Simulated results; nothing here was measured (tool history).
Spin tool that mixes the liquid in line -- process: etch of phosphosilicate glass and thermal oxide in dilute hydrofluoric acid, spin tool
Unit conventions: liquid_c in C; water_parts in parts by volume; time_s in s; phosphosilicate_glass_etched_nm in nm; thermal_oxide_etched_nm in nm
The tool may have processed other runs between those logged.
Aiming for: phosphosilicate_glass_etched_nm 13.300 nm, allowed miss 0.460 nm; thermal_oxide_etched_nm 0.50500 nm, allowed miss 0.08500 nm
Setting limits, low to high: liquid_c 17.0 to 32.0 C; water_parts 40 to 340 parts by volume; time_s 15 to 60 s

| run | hour | liquid_c | water_parts | time_s | phosphosilicate_glass_etched_nm | thermal_oxide_etched_nm |
|---|---|---|---|---|---|---|
| 1 | 0.0 | 24.0 | 190 | 30 | 15.662 | 0.53231 |
| 2 | 8.4 | 24.0 | 225 | 30 | 12.369 | 0.44513 |
| 3 | 16.2 | 21.0 | 225 | 30 | 11.395 | 0.45248 |
| 4 | 22.5 | 22.0 | 215 | 30 | 12.334 | 0.46516 |
|  | 30.1 | hydrofluoric acid flow meter replaced |
| 5 | 30.1 | 22.0 | 215 | 35 | 16.650 | 0.69550 |
| 6 | 33.0 | 22.5 | 220 | 35 | 16.480 | 0.60895 |
| 7 | 35.1 | 22.5 | 225 | 35 | 15.563 | 0.58525 |
| 8 | 40.3 | 22.5 | 230 | 35 | 15.521 | 0.62638 |

Below are 4 possible settings for the next run. Only one of them brings all results inside the allowed miss of their targets. Which is it?
| A | 45.5 | 27.0 | 260 | 30 | ? | ? |
| B | 45.5 | 21.0 | 230 | 30 | ? | ? |
| C | 45.5 | 27.0 | 200 | 25 | ? | ? |
| D | 45.5 | 19.5 | 270 | 60 | ? | ? |

| move | phosphosilicate_glass_etched_nm | thermal_oxide_etched_nm |
|---|---|---|
| A | 13.076 | 0.51857 |
| B | 12.288 | 0.48733 |
| C | 15.143 | 0.60055 |
| D | 19.063 | 0.75601 |
A: hits every target within its allowed miss
B: the result that was furthest off in the last run now lies on the other side of its target
C: closer than the last run, but not yet in spec
D: further off than the last run
A is the move that brings every result within its allowed miss.
